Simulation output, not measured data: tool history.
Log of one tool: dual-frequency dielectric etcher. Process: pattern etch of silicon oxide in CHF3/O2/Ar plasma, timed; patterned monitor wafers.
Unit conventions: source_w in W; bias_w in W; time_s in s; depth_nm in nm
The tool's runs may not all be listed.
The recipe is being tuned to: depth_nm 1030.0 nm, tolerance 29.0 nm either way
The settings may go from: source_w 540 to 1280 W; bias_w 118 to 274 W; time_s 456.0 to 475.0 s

run,day,source_w,bias_w,time_s,depth_nm
1,0.000,910,196,456.0,1207.6
2,0.238,910,196,456.0,1203.3
3,0.317,910,196,456.0,1201.0
4,0.488,840,190,456.0,1171.0
5,0.783,840,217,456.0,1237.6
6,1.054,780,202,456.0,1182.7
7,1.325,740,189,456.0,1130.9
8,1.529,710,182,456.0,1102.4
9,1.867,680,178,456.0,1073.9
10,1.962,660,176,456.0,1069.9

5 next moves are on the table. One of them brings every result within its allowed miss. Which?
A,2.058,570,166,467.5,?
B,2.058,570,189,466.0,?
C,2.058,680,182,468.5,?
D,2.058,790,177,456.0,?
E,2.058,780,171,456.0,?

move,depth_nm
A,1028.7
B,1087.9
C,1115.7
D,1109.4
E,1089.1
A: every result within its allowed miss
B: further off than the last run
C: further off than the last run
D: further off than the last run
E: further off than the last run
The right move is A.
